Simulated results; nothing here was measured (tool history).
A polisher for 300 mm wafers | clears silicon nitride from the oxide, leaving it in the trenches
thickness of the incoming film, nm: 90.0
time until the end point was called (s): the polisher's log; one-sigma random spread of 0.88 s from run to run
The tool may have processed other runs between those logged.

run,hour,flow of slurry (ml/min),pressure of the wafer on the pad (kPa),speed of the pad under the wafer (cm/s),overpolish time after the end point (s),time until the end point was called (s)
1,0,160,22.8,78,27,126.96
2,7.3,160,24.1,78,27,120.3
3,9.9,125,24.1,78,27,128.98
4,15.6,125,24.1,86,27,115.67
5,16.5,125,24.1,70,27,137.61
6,24.7,135,25.5,70,27,128.44
7,27.9,145,26.2,70,27,123.73
8,30.4,150,26.9,70,27,120.4
9,31.4,155,27.6,70,27,116.05
10,40.3,160,28.3,70,27,113.47
11,48.5,165,29,70,27,111.74
12,52,165,29.6,70,27,107.88
13,57,165,29.6,70,27,106.31

Estimate the outcome of run 14 from the log above:
14,64.3,170,30.3,70,27,?

time until the end point was called (s): 104.37

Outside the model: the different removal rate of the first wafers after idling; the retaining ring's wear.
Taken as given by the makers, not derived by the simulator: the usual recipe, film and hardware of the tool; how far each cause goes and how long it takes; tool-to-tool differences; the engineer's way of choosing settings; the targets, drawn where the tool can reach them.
